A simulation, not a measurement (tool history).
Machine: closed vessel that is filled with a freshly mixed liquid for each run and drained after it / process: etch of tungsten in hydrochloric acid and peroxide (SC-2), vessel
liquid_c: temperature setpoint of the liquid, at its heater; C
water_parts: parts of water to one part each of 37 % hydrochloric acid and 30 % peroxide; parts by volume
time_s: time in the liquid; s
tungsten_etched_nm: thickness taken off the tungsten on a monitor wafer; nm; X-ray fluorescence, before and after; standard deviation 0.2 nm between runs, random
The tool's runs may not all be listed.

run,day,liquid_c,water_parts,time_s,tungsten_etched_nm
1,0,46,9,30,7.151
2,0.05,49.5,9,30,9.2846
3,0.196,52,9,30,11.002
4,0.312,52,9,30,10.911
5,0.504,54,9,30,12.232
# day 0.754: chemicals flow meter replaced
6,0.754,56,9,30,13.269
7,0.888,57.5,8.5,30,15.14

Run 8 comes next. What will it give?
8,0.95,58.5,8.5,30,?

Run 8 measured tungsten_etched_nm 16.052 nm.
